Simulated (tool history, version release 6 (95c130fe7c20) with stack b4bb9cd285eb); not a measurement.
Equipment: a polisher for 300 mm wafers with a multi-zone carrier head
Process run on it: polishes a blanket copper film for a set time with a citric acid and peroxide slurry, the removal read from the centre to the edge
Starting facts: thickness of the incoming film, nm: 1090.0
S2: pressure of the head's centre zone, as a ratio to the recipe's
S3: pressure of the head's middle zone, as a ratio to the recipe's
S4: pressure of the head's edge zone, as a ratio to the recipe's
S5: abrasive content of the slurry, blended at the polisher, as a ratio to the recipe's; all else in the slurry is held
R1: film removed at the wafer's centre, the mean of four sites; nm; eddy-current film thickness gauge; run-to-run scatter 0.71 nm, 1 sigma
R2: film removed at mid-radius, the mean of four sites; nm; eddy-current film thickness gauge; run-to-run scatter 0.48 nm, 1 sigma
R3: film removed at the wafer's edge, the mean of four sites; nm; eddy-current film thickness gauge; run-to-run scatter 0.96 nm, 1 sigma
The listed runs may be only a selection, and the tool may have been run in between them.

run 1 hour=0 | flow_of_slurry_(ml/min)=280 S2=1 S3=1 S4=1 S5=1 polishing_time_(s)=59 | R1=99.563 R2=104.18 R3=100.94
run 2 hour=1.4 | flow_of_slurry_(ml/min)=280 S2=1 S3=1 S4=0.92 S5=1 polishing_time_(s)=59 | R1=97.552 R2=104.32 R3=100.68
run 3 hour=8.9 | flow_of_slurry_(ml/min)=285 S2=1.01 S3=1 S4=0.92 S5=0.85 polishing_time_(s)=54 | R1=88.506 R2=92.946 R3=91.506
run 4 hour=12.4 | flow_of_slurry_(ml/min)=285 S2=1.01 S3=1 S4=0.84 S5=0.85 polishing_time_(s)=54 | R1=88.145 R2=93.879 R3=86.543
run 5 hour=13.9 | flow_of_slurry_(ml/min)=285 S2=1.01 S3=0.99 S4=0.83 S5=0.75 polishing_time_(s)=50 | R1=79.745 R2=83.556 R3=79.949
run 6 hour=22.5 | flow_of_slurry_(ml/min)=285 S2=1.01 S3=1.02 S4=0.83 S5=0.75 polishing_time_(s)=50 | R1=80.868 R2=85.049 R3=79.052
run 7 hour=27.7 | flow_of_slurry_(ml/min)=285 S2=1.01 S3=1.02 S4=0.83 S5=0.75 polishing_time_(s)=50 | R1=79.013 R2=85.715 R3=79.764
run 8 hour=33.5 | flow_of_slurry_(ml/min)=285 S2=1.02 S3=1.01 S4=0.82 S5=0.7 polishing_time_(s)=47 | R1=75.523 R2=79.305 R3=74.366
run 9 hour=42.1 | flow_of_slurry_(ml/min)=280 S2=1.02 S3=1 S4=0.82 S5=0.65 polishing_time_(s)=46 | R1=72.343 R2=75.962 R3=70.494
-- hour=44.1 centre zone pressure recalibrated
run 10 hour=44.1 | flow_of_slurry_(ml/min)=265 S2=1.01 S3=0.97 S4=0.82 S5=0.65 polishing_time_(s)=46 | R1=78.987 R2=73.845 R3=71.15
run 11 hour=48.2 | flow_of_slurry_(ml/min)=295 S2=0.92 S3=0.97 S4=0.86 S5=0.5 polishing_time_(s)=41 | R1=61.608 R2=64.76 R3=63.041
run 12 hour=56.3 | flow_of_slurry_(ml/min)=295 S2=0.94 S3=0.97 S4=0.86 S5=0.5 polishing_time_(s)=41 | R1=64.864 R2=64.135 R3=63.04

Run 13, settings as shown, results not yet in. Your forecast:
run 13 hour=64.7 | flow_of_slurry_(ml/min)=295 S2=0.95 S3=0.98 S4=0.87 S5=0.5 polishing_time_(s)=41 | R1=? R2=? R3=?

{"run 13": {"R1": 64.349, "R2": 65.222, "R3": 62.07}}
